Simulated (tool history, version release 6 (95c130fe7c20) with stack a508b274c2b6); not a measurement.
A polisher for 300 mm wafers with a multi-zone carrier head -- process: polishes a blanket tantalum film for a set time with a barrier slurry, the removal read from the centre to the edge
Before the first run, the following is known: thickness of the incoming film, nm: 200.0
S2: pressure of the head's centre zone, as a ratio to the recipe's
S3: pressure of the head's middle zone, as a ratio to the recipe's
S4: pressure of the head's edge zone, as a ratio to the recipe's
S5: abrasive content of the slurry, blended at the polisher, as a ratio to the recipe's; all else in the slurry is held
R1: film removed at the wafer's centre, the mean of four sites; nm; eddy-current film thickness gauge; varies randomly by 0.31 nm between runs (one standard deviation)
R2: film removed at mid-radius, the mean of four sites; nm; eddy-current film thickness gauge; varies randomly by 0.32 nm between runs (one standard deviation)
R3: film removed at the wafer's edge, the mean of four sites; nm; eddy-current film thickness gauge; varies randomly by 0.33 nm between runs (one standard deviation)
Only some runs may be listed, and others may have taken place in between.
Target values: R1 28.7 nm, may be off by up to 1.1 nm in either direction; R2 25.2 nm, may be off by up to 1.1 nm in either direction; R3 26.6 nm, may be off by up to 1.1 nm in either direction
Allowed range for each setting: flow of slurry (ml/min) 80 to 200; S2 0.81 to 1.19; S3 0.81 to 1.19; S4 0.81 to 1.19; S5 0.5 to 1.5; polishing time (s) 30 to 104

{"run": 1, "hour": 0.0, "flow of slurry (ml/min)": 130, "S2": 1, "S3": 1, "S4": 1, "S5": 1, "polishing time (s)": 67, "R1": 59.172, "R2": 56.626, "R3": 58.379}
{"run": 2, "hour": 6.6, "flow of slurry (ml/min)": 130, "S2": 1, "S3": 0.99, "S4": 0.99, "S5": 0.95, "polishing time (s)": 63, "R1": 55.367, "R2": 52.407, "R3": 53.591}
{"run": 3, "hour": 9.5, "flow of slurry (ml/min)": 125, "S2": 0.99, "S3": 0.98, "S4": 0.98, "S5": 0.9, "polishing time (s)": 60, "R1": 49.266, "R2": 48.939, "R3": 48.514}
{"run": 4, "hour": 16.0, "flow of slurry (ml/min)": 125, "S2": 0.99, "S3": 0.98, "S4": 0.98, "S5": 1, "polishing time (s)": 60, "R1": 51.128, "R2": 51.612, "R3": 51.714}
{"run": 5, "hour": 24.6, "flow of slurry (ml/min)": 125, "S2": 0.99, "S3": 1.07, "S4": 0.98, "S5": 1, "polishing time (s)": 60, "R1": 52.356, "R2": 53.641, "R3": 51.809}
{"run": 6, "hour": 32.9, "flow of slurry (ml/min)": 125, "S2": 1.06, "S3": 1.07, "S4": 0.98, "S5": 1, "polishing time (s)": 60, "R1": 54.043, "R2": 55.014, "R3": 50.413}
{"run": 7, "hour": 39.5, "flow of slurry (ml/min)": 125, "S2": 1.06, "S3": 1.04, "S4": 0.99, "S5": 0.95, "polishing time (s)": 57, "R1": 51.497, "R2": 50.093, "R3": 48.732}
{"run": 8, "hour": 40.2, "flow of slurry (ml/min)": 125, "S2": 1.06, "S3": 1.02, "S4": 0.99, "S5": 0.9, "polishing time (s)": 54, "R1": 46.8, "R2": 44.221, "R3": 44.56}
{"run": 9, "hour": 46.6, "flow of slurry (ml/min)": 125, "S2": 1.06, "S3": 1.01, "S4": 0.98, "S5": 0.85, "polishing time (s)": 52, "R1": 43.397, "R2": 41.271, "R3": 41.971}
{"run": 10, "hour": 50.8, "flow of slurry (ml/min)": 125, "S2": 1.06, "S3": 1.01, "S4": 0.98, "S5": 0.85, "polishing time (s)": 52, "R1": 44.152, "R2": 41.611, "R3": 42.033}
{"run": 11, "hour": 57.5, "flow of slurry (ml/min)": 125, "S2": 1.06, "S3": 1, "S4": 0.97, "S5": 0.8, "polishing time (s)": 51, "R1": 42.076, "R2": 38.975, "R3": 38.853}
{"run": 12, "hour": 65.1, "flow of slurry (ml/min)": 125, "S2": 1.05, "S3": 0.98, "S4": 0.96, "S5": 0.75, "polishing time (s)": 50, "R1": 38.147, "R2": 36.066, "R3": 36.298}
{"run": 13, "hour": 68.0, "flow of slurry (ml/min)": 125, "S2": 1.05, "S3": 0.96, "S4": 0.95, "S5": 0.7, "polishing time (s)": 50, "R1": 36.619, "R2": 33.138, "R3": 34.884}
{"run": 14, "hour": 75.6, "flow of slurry (ml/min)": 125, "S2": 1.05, "S3": 0.95, "S4": 0.94, "S5": 0.7, "polishing time (s)": 50, "R1": 36.614, "R2": 33.214, "R3": 35.093}
{"run": 15, "hour": 84.0, "flow of slurry (ml/min)": 125, "S2": 1.05, "S3": 0.95, "S4": 0.93, "S5": 0.7, "polishing time (s)": 50, "R1": 36.651, "R2": 33.261, "R3": 33.626}
{"run": 16, "hour": 88.6, "flow of slurry (ml/min)": 120, "S2": 1.04, "S3": 0.94, "S4": 0.92, "S5": 0.7, "polishing time (s)": 50, "R1": 36.729, "R2": 33.276, "R3": 34.362}
{"run": 17, "hour": 95.9, "flow of slurry (ml/min)": 120, "S2": 1.04, "S3": 0.93, "S4": 0.91, "S5": 0.7, "polishing time (s)": 50, "R1": 36.036, "R2": 32.06, "R3": 34.115}
{"run": 18, "hour": 101.6, "flow of slurry (ml/min)": 120, "S2": 1.04, "S3": 0.93, "S4": 0.9, "S5": 0.7, "polishing time (s)": 49, "R1": 35.762, "R2": 31.927, "R3": 32.899}
{"run": 19, "hour": 106.0, "flow of slurry (ml/min)": 120, "S2": 1.03, "S3": 0.92, "S4": 0.89, "S5": 0.7, "polishing time (s)": 49, "R1": 34.471, "R2": 30.962, "R3": 32.638}

Of the 4 settings listed for the next run, only one would bring every result within its allowed miss of target. Which one?
{"run": "A", "hour": 110.4, "flow of slurry (ml/min)": 135, "S2": 1.07, "S3": 0.93, "S4": 0.95, "S5": 0.7, "polishing time (s)": 38, "R1": "?", "R2": "?", "R3": "?"}
{"run": "B", "hour": 110.4, "flow of slurry (ml/min)": 80, "S2": 0.95, "S3": 0.92, "S4": 0.88, "S5": 0.75, "polishing time (s)": 46, "R1": "?", "R2": "?", "R3": "?"}
{"run": "C", "hour": 110.4, "flow of slurry (ml/min)": 150, "S2": 0.92, "S3": 1.06, "S4": 0.87, "S5": 0.7, "polishing time (s)": 55, "R1": "?", "R2": "?", "R3": "?"}
{"run": "D", "hour": 110.4, "flow of slurry (ml/min)": 135, "S2": 0.94, "S3": 0.84, "S4": 0.97, "S5": 0.75, "polishing time (s)": 35, "R1": "?", "R2": "?", "R3": "?"}

move=A R1=28.747 R2=24.526 R3=27.084
move=B R1=28.764 R2=26.844 R3=30.226
move=C R1=38.717 R2=40.518 R3=38.156
move=D R1=25.637 R2=21.88 R3=26.566
A: all results in spec
B: closes in on the targets versus the last run, not all within tolerance yet
C: the biggest miss grows against the last run
D: corrects the largest miss of the last run, while another result sits out of spec
Go with A: it meets all targets.

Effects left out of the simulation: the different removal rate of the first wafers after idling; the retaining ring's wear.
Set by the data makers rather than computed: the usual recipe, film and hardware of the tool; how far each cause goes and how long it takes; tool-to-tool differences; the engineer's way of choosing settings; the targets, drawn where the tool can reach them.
